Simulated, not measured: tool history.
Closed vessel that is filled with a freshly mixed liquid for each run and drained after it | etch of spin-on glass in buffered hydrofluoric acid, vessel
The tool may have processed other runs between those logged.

run,hour,temperature setpoint of the liquid (C),parts of 40 % ammonium fluoride to one part of 49 % hydrofluoric acid (parts by volume),time in the liquid (s),thickness taken off the spin-on glass on a monitor wafer (angstrom)
1,0.0,23.0,13.0,90,1683.2
2,7.7,26.0,13.0,90,2014.2
3,14.1,27.5,12.0,90,2362.5
4,21.5,28.5,11.5,90,2575.0
5,23.7,28.5,13.0,90,2258.7
6,31.6,29.5,12.0,90,2595.3
7,36.6,30.0,11.5,90,2815.5
8,42.4,30.5,11.0,90,3010.0

Expected results for the next run?
9,50.0,30.5,10.5,90,?

For run 9 the tool returned thickness taken off the spin-on glass on a monitor wafer (angstrom) 3102.9.
